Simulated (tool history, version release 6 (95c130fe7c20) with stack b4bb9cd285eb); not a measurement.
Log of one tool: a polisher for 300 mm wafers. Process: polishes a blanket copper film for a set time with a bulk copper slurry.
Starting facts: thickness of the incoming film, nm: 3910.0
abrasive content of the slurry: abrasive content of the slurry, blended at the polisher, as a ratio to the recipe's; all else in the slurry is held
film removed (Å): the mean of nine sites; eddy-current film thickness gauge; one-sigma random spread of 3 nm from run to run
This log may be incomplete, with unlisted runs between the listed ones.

run,hour,flow of slurry (ml/min),pressure of the wafer on the pad (kPa),speed of the pad under the wafer (m/s),abrasive content of the slurry,polishing time (s),film removed (Å)
1,0.0,280,20.0,0.94,1.0,38,3000.4
2,7.1,280,17.9,0.94,1.0,38,2661.3
3,8.8,235,17.9,0.94,1.0,38,2681.7
4,12.2,235,20.0,0.94,1.0,38,2926.3
5,20.6,235,17.9,0.94,1.0,38,2663.2
6,21.5,235,17.9,1.12,1.0,38,3138.6

Expected results for the next run?
7,23.3,235,15.9,1.10,1.0,38,?

film removed (Å): 2757.0

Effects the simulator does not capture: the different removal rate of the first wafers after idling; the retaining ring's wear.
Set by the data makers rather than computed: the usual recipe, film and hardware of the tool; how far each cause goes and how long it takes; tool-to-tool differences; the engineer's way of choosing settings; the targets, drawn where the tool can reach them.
